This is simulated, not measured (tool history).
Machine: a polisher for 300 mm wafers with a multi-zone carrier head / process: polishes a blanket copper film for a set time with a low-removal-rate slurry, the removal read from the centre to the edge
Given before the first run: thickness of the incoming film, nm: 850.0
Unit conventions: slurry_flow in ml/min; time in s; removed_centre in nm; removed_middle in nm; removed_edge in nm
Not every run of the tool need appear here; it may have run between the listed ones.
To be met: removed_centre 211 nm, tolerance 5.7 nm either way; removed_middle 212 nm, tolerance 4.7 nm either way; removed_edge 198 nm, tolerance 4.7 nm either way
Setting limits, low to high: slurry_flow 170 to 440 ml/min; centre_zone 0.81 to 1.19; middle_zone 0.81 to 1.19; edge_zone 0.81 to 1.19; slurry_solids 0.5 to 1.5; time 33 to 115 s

Run 1, hour 0: slurry_flow 280 ml/min, centre_zone 1, middle_zone 1, edge_zone 1, slurry_solids 1, time 73 s. Result: removed_centre 152.01 nm, removed_middle 153.99 nm, removed_edge 151.94 nm.
Run 2, hour 5.1: slurry_flow 285 ml/min, centre_zone 1.01, middle_zone 1.02, edge_zone 1.02, slurry_solids 1.05, time 73 s. Result: removed_centre 156.81 nm, removed_middle 158.84 nm, removed_edge 155.07 nm.
Run 3, hour 12.4: slurry_flow 285 ml/min, centre_zone 1.01, middle_zone 1.02, edge_zone 1.02, slurry_solids 1.05, time 87 s. Result: removed_centre 187.99 nm, removed_middle 187.13 nm, removed_edge 185.71 nm.
Run 4, hour 19.6: slurry_flow 285 ml/min, centre_zone 0.97, middle_zone 1.02, edge_zone 1.02, slurry_solids 1.05, time 87 s. Result: removed_centre 179.09 nm, removed_middle 189.29 nm, removed_edge 183.99 nm.
Run 5, hour 21.3: slurry_flow 220 ml/min, centre_zone 0.97, middle_zone 1.02, edge_zone 1.02, slurry_solids 1.05, time 87 s. Result: removed_centre 174.44 nm, removed_middle 183.57 nm, removed_edge 179.8 nm.
Run 6, hour 22.4: slurry_flow 170 ml/min, centre_zone 0.97, middle_zone 1.02, edge_zone 1.02, slurry_solids 1.05, time 87 s. Result: removed_centre 168.5 nm, removed_middle 179.97 nm, removed_edge 180.36 nm.
Run 7, hour 29.7: slurry_flow 185 ml/min, centre_zone 0.98, middle_zone 1.03, edge_zone 1.03, slurry_solids 1.05, time 87 s. Result: removed_centre 174.85 nm, removed_middle 181.65 nm, removed_edge 179.98 nm.
Run 8, hour 37: slurry_flow 200 ml/min, centre_zone 0.99, middle_zone 1.04, edge_zone 1.04, slurry_solids 1.05, time 87 s. Result: removed_centre 177.88 nm, removed_middle 186.35 nm, removed_edge 181.27 nm.
Run 9, hour 40: slurry_flow 215 ml/min, centre_zone 1, middle_zone 1.05, edge_zone 1.05, slurry_solids 1.05, time 87 s. Result: removed_centre 180.59 nm, removed_middle 186.82 nm, removed_edge 183.15 nm.
Run 10, hour 45.3: slurry_flow 230 ml/min, centre_zone 1.01, middle_zone 1.06, edge_zone 1.06, slurry_solids 1.05, time 87 s. Result: removed_centre 182.92 nm, removed_middle 190.2 nm, removed_edge 184.89 nm.
Run 11, hour 53.8: slurry_flow 245 ml/min, centre_zone 1.02, middle_zone 1.07, edge_zone 1.06, slurry_solids 1.05, time 87 s. Result: removed_centre 187.1 nm, removed_middle 191.95 nm, removed_edge 188.5 nm.
Run 12, hour 62.5: slurry_flow 260 ml/min, centre_zone 1.03, middle_zone 1.08, edge_zone 1.06, slurry_solids 1.05, time 87 s. Result: removed_centre 189.1 nm, removed_middle 194.84 nm, removed_edge 185.52 nm.
Run 13, hour 65.7: slurry_flow 270 ml/min, centre_zone 1.04, middle_zone 1.08, edge_zone 1.07, slurry_solids 1.05, time 87 s. Result: removed_centre 193.24 nm, removed_middle 196.01 nm, removed_edge 190.23 nm.
Run 14, hour 73.6: slurry_flow 280 ml/min, centre_zone 1.04, middle_zone 1.08, edge_zone 1.07, slurry_solids 1.05, time 87 s. Result: removed_centre 194.02 nm, removed_middle 194.8 nm, removed_edge 186.38 nm.

Of the 5 settings listed for the next run, only one would bring every result within its allowed miss of target. Which one?
Run A, hour 81.5: slurry_flow 300 ml/min, centre_zone 1.1, middle_zone 1.11, edge_zone 0.98, slurry_solids 1.1, time 94 s. Result: removed_centre ?, removed_middle ?, removed_edge ?.
Run B, hour 81.5: slurry_flow 300 ml/min, centre_zone 1.11, middle_zone 1.14, edge_zone 0.94, slurry_solids 1.1, time 85 s. Result: removed_centre ?, removed_middle ?, removed_edge ?.
Run C, hour 81.5: slurry_flow 315 ml/min, centre_zone 0.99, middle_zone 1.01, edge_zone 1.09, slurry_solids 1.2, time 91 s. Result: removed_centre ?, removed_middle ?, removed_edge ?.
Run D, hour 81.5: slurry_flow 280 ml/min, centre_zone 0.95, middle_zone 1.05, edge_zone 1.11, slurry_solids 1.1, time 95 s. Result: removed_centre ?, removed_middle ?, removed_edge ?.
Run E, hour 81.5: slurry_flow 220 ml/min, centre_zone 1.11, middle_zone 1.13, edge_zone 1.09, slurry_solids 1.1, time 91 s. Result: removed_centre ?, removed_middle ?, removed_edge ?.

move  removed_centre  removed_middle  removed_edge
   A          225.46          220.43        196.29
   B          205.78          203.95        173.96
   C          200.55          201.34        204.73
   D          195.32          211.44        210.26
   E          214.14           211.2        196.33
A: takes the result that was furthest off past its target
B: its largest miss is bigger than the last run's
C: better than the last run, though not everything is in spec
D: the furthest-off result lands on target, but another misses its tolerance
E: in spec on every target
E meets every target.
